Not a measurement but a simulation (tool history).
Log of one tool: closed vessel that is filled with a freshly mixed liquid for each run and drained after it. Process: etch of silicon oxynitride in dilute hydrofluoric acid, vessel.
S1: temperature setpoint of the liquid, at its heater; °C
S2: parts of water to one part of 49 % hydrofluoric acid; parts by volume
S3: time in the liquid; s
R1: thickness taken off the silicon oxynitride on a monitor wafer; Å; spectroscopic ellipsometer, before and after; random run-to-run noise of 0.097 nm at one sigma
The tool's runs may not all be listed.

Run 1, hour 0.0: S1 23.0 °C, S2 170 parts by volume, S3 700 s. Result: R1 140.34 Å.
Run 2, hour 1.8: S1 23.0 °C, S2 170 parts by volume, S3 700 s. Result: R1 141.76 Å.
Run 3, hour 7.0: S1 21.5 °C, S2 170 parts by volume, S3 700 s. Result: R1 132.19 Å.
Run 4, hour 13.7: S1 21.5 °C, S2 170 parts by volume, S3 700 s. Result: R1 131.00 Å.
Run 5, hour 21.5: S1 18.0 °C, S2 170 parts by volume, S3 700 s. Result: R1 111.31 Å.
Run 6, hour 24.6: S1 19.5 °C, S2 170 parts by volume, S3 700 s. Result: R1 120.07 Å.

Run 7 is up next; what results do you expect?
At hour 25.6: thermometer replaced.
Run 7, hour 25.6: S1 21.0 °C, S2 170 parts by volume, S3 700 s. Result: R1 ?.

{"run 7": {"R1": 118.94}}

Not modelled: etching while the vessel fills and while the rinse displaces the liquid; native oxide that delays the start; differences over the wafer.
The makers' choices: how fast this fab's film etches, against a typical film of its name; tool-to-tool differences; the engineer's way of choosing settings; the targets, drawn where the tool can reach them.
